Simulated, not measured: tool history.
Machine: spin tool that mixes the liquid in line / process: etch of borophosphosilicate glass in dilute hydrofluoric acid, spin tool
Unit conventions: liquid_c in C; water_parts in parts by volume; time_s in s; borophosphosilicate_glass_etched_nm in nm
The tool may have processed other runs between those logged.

run,hour,liquid_c,water_parts,time_s,borophosphosilicate_glass_etched_nm
1,0.0,25.0,105,15,9.675
2,5.9,25.0,85,15,12.219
3,11.4,27.0,70,15,16.614
4,14.5,27.0,70,15,16.671
5,17.6,27.0,70,15,16.540
6,20.4,28.5,65,15,19.097

For run 7, what comes out?
7,23.2,29.5,60,15,?

{"run 7": {"borophosphosilicate_glass_etched_nm": 21.504}}
